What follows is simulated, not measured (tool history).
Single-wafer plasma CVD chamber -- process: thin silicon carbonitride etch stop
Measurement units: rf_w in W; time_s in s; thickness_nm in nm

run	hour	rf_w	time_s	thickness_nm
1	0	220	22.6	13.537
2	1.6	230	22.8	13.757
3	6.7	230	25.2	15.284
4	15.2	230	27	16.321
5	19.5	210	27	15.737
6	25.5	205	26.9	15.707
7	27.9	200	26.8	15.621

Forecast run 8:
8	33.1	195	26.7	?

thickness_nm: 15.329 nm

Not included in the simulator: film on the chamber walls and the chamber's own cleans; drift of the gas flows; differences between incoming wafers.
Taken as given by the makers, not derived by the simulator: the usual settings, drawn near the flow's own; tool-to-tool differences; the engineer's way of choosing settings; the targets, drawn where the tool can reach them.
